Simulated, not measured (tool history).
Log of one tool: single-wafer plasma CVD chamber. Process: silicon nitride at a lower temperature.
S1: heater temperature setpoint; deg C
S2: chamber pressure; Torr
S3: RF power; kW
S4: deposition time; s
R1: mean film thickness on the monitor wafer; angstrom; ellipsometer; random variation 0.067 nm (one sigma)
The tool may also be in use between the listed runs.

run,hour,S1,S2,S3,S4,R1
1,0.0,345,2.05,0.325,11.7,157.84
2,6.7,352,2.05,0.325,11.7,155.49
3,9.4,353,1.84,0.315,11.7,146.98
4,17.2,353,1.84,0.360,11.7,165.89
5,17.8,353,1.84,0.360,11.7,166.06
6,19.0,348,1.84,0.360,11.7,168.91
7,23.1,351,1.68,0.340,11.7,154.80
8,24.2,352,1.55,0.330,11.7,147.55

The next listed run, before its measurement:
9,28.9,353,1.46,0.320,11.7,?

R1: 141.42 angstrom
